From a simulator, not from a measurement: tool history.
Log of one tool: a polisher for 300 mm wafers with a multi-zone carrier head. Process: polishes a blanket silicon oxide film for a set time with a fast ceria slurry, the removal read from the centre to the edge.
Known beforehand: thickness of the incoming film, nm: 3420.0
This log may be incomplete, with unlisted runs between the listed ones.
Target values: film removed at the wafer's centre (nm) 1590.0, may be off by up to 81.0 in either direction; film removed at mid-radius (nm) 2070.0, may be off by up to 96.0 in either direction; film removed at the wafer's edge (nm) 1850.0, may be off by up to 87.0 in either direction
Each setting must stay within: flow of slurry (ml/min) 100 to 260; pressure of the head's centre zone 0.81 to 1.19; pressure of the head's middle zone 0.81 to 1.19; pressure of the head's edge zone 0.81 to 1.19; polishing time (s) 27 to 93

run,day,flow of slurry (ml/min),pressure of the head's centre zone,pressure of the head's middle zone,pressure of the head's edge zone,polishing time (s),film removed at the wafer's centre (nm),film removed at mid-radius (nm),film removed at the wafer's edge (nm)
1,0.000,165,1.00,1.00,1.00,59,1432.1,1447.3,1426.0
2,0.304,165,1.00,0.92,1.00,59,1432.5,1341.8,1466.0
3,0.375,170,0.98,0.95,1.01,61,1482.4,1450.9,1487.9
4,0.412,170,0.98,0.95,1.01,72,1732.3,1717.9,1788.7
5,0.658,170,1.06,0.95,1.01,72,1830.0,1717.8,1783.0
6,1.017,170,1.06,0.95,1.01,85,2199.2,2027.5,2080.0
7,1.129,165,1.02,0.98,1.01,84,2104.6,2031.8,2038.6
8,1.312,125,0.92,1.08,1.05,77,1664.5,1911.6,1844.6
9,1.488,125,0.91,1.09,1.05,77,1669.8,1922.8,1792.4
10,1.538,125,0.89,1.10,1.06,77,1618.5,1932.2,1861.4
11,1.838,125,0.88,1.11,1.06,77,1597.6,1958.5,1880.0

Below are 4 possible settings for the next run. Only one of them brings all results inside the allowed miss of their targets. Which is it?
A,2.138,110,0.88,1.15,0.99,80,?,?,?
B,2.138,115,0.95,1.02,1.11,74,?,?,?
C,2.138,125,0.90,1.08,1.12,74,?,?,?
D,2.138,125,0.90,1.04,0.99,77,?,?,?

move,film removed at the wafer's centre (nm),film removed at mid-radius (nm),film removed at the wafer's edge (nm)
A,1578.5,2019.0,1824.9
B,1592.8,1700.7,1801.1
C,1538.2,1816.3,1829.5
D,1600.1,1830.5,1791.8
A: every result within its allowed miss
B: misses by more than the last run did
C: misses by more than the last run did
D: misses by more than the last run did
The move that meets every target is A.
